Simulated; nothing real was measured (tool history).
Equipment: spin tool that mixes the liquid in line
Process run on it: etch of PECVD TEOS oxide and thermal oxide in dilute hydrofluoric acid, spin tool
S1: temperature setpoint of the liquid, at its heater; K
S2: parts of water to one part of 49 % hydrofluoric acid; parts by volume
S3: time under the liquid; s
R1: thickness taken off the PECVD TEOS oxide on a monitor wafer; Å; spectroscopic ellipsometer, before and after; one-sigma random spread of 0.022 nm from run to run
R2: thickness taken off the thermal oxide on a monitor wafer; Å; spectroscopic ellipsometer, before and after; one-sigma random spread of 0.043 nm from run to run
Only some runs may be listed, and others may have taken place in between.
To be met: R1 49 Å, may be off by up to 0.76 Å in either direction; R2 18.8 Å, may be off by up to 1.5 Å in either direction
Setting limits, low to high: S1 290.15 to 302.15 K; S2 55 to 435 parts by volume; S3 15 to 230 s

| run | hour | S1 | S2 | S3 | R1 | R2 |
|---|---|---|---|---|---|---|
| 1 | 0 | 294.15 | 245 | 120 | 44.694 | 17.482 |
| 2 | 3.9 | 294.65 | 245 | 120 | 46.034 | 17.975 |
| 3 | 5.7 | 295.15 | 245 | 120 | 46.739 | 18.701 |
| 4 | 14.4 | 295.15 | 205 | 120 | 58.396 | 22.521 |
| 5 | 20.4 | 295.15 | 160 | 120 | 78.95 | 30.855 |
| 6 | 26.6 | 292.15 | 160 | 120 | 69.676 | 26.639 |
| 7 | 30.2 | 291.65 | 175 | 120 | 61.333 | 23.363 |
| 8 | 31.2 | 290.15 | 210 | 120 | 46.262 | 18.218 |
| 9 | 31.9 | 290.15 | 210 | 120 | 46.9 | 18.602 |

Below are 5 possible settings for the next run. Only one of them brings all results inside the allowed miss of their targets. Which is it?
| A | 32.6 | 290.15 | 290 | 175 | ? | ? |
| B | 32.6 | 290.15 | 295 | 185 | ? | ? |
| C | 32.6 | 290.15 | 230 | 140 | ? | ? |
| D | 32.6 | 293.15 | 185 | 100 | ? | ? |
| E | 32.6 | 290.15 | 330 | 210 | ? | ? |

| move | R1 | R2 |
|---|---|---|
| A | 45.718 | 17.394 |
| B | 47.312 | 18 |
| C | 48.57 | 18.479 |
| D | 50.597 | 19.25 |
| E | 46.639 | 17.745 |
A: its largest miss is bigger than the last run's
B: closes in on the targets versus the last run, not all within tolerance yet
C: meets every target
D: moves the result that the last run missed by most past its target, out the other side
E: its largest miss is bigger than the last run's
The right move is C.
